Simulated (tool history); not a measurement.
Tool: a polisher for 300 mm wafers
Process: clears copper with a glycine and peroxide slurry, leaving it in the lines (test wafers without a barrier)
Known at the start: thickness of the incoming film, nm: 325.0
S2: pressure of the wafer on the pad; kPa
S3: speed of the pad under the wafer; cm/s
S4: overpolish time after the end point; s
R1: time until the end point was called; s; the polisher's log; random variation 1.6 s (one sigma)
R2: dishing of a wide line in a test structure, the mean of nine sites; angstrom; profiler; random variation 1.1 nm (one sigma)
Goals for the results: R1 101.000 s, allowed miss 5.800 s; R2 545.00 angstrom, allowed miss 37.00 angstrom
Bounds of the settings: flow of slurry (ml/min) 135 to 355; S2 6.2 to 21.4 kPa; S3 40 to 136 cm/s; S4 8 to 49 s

run 1 hour=0.0 | flow_of_slurry_(ml/min)=225 S2=13.8 S3=88 S4=25 | R1=70.657 R2=705.47
run 2 hour=8.6 | flow_of_slurry_(ml/min)=225 S2=13.8 S3=108 S4=25 | R1=63.939 R2=762.43
run 3 hour=13.6 | flow_of_slurry_(ml/min)=225 S2=16.5 S3=108 S4=25 | R1=56.683 R2=853.37
run 4 hour=21.4 | flow_of_slurry_(ml/min)=220 S2=15.2 S3=104 S4=25 | R1=61.996 R2=815.94
run 5 hour=26.5 | flow_of_slurry_(ml/min)=220 S2=17.9 S3=104 S4=25 | R1=54.220 R2=875.37
run 6 hour=31.0 | flow_of_slurry_(ml/min)=220 S2=15.9 S3=100 S4=25 | R1=61.559 R2=788.67
run 7 hour=35.6 | flow_of_slurry_(ml/min)=215 S2=14.5 S3=98 S4=25 | R1=67.987 R2=740.78
run 8 hour=41.1 | flow_of_slurry_(ml/min)=205 S2=13.8 S3=96 S4=25 | R1=66.796 R2=710.13
run 9 hour=46.6 | flow_of_slurry_(ml/min)=255 S2=9.7 S3=72 S4=32 | R1=93.739 R2=676.78
run 10 hour=50.1 | flow_of_slurry_(ml/min)=255 S2=9.7 S3=72 S4=31 | R1=95.425 R2=642.65

Which of these 4 next moves meets every target?
run A hour=53.6 | flow_of_slurry_(ml/min)=270 S2=9.0 S3=68 S4=27 | R1=? R2=?
run B hour=53.6 | flow_of_slurry_(ml/min)=330 S2=7.6 S3=72 S4=39 | R1=? R2=?
run C hour=53.6 | flow_of_slurry_(ml/min)=215 S2=6.9 S3=102 S4=31 | R1=? R2=?
run D hour=53.6 | flow_of_slurry_(ml/min)=230 S2=11.7 S3=70 S4=20 | R1=? R2=?

move=A R1=99.475 R2=548.66
move=B R1=102.480 R2=715.82
move=C R1=94.278 R2=625.47
move=D R1=87.471 R2=476.57
A: each result inside its tolerance
B: the biggest miss grows against the last run
C: closes in on the targets versus the last run, not all within tolerance yet
D: takes the result that was furthest off past its target
The right move is A.
